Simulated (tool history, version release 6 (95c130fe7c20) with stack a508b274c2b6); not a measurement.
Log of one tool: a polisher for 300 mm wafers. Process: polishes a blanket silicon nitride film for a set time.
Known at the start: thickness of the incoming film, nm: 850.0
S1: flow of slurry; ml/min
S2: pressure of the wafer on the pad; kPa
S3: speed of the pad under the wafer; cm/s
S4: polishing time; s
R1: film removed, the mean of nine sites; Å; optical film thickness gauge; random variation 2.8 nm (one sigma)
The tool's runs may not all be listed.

run 1 hour=0.0 | S1=290 S2=29.6 S3=96 S4=103 | R1=2036.0
run 2 hour=3.1 | S1=290 S2=31.7 S3=96 S4=103 | R1=2177.7
run 3 hour=11.0 | S1=330 S2=31.7 S3=96 S4=103 | R1=2192.1
run 4 hour=13.6 | S1=330 S2=33.8 S3=96 S4=103 | R1=2328.6
run 5 hour=20.4 | S1=330 S2=33.8 S3=72 S4=103 | R1=2036.4
run 6 hour=28.3 | S1=275 S2=33.8 S3=72 S4=103 | R1=2006.8
run 7 hour=36.7 | S1=275 S2=36.5 S3=72 S4=103 | R1=2198.9
run 8 hour=42.9 | S1=275 S2=38.6 S3=72 S4=103 | R1=2271.8

Forecast run 9:
run 9 hour=49.0 | S1=275 S2=40.0 S3=74 S4=103 | R1=?

Run 9 gave R1 2387.1 Å.
